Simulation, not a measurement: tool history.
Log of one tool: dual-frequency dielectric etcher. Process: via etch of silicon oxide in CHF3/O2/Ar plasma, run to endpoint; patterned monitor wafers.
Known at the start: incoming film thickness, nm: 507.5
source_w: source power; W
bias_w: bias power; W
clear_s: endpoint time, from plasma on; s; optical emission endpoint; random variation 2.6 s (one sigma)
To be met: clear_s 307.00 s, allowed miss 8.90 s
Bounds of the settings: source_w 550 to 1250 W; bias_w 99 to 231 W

{"run": 1, "hour": 0.0, "source_w": 900, "bias_w": 165, "clear_s": 246.96}
{"run": 2, "hour": 2.5, "source_w": 900, "bias_w": 193, "clear_s": 236.26}
{"run": 3, "hour": 5.7, "source_w": 900, "bias_w": 205, "clear_s": 232.68}
{"run": 4, "hour": 13.5, "source_w": 900, "bias_w": 231, "clear_s": 217.36}
{"run": 5, "hour": 20.5, "source_w": 790, "bias_w": 205, "clear_s": 241.75}
{"run": 6, "hour": 25.2, "source_w": 660, "bias_w": 205, "clear_s": 253.32}
{"run": 7, "hour": 32.8, "source_w": 630, "bias_w": 182, "clear_s": 272.11}
{"run": 8, "hour": 37.6, "source_w": 610, "bias_w": 170, "clear_s": 279.85}

Which of these 4 next moves meets every target?
{"run": "A", "hour": 42.4, "source_w": 700, "bias_w": 228, "clear_s": "?"}
{"run": "B", "hour": 42.4, "source_w": 620, "bias_w": 129, "clear_s": "?"}
{"run": "C", "hour": 42.4, "source_w": 550, "bias_w": 120, "clear_s": "?"}
{"run": "D", "hour": 42.4, "source_w": 550, "bias_w": 116, "clear_s": "?"}

move=A clear_s=242.95
move=B clear_s=307.19
move=C clear_s=327.00
move=D clear_s=330.61
A: further off than the last run
B: meets every target
C: takes the result that was furthest off past its target
D: takes the result that was furthest off past its target
Move B is the one to make.

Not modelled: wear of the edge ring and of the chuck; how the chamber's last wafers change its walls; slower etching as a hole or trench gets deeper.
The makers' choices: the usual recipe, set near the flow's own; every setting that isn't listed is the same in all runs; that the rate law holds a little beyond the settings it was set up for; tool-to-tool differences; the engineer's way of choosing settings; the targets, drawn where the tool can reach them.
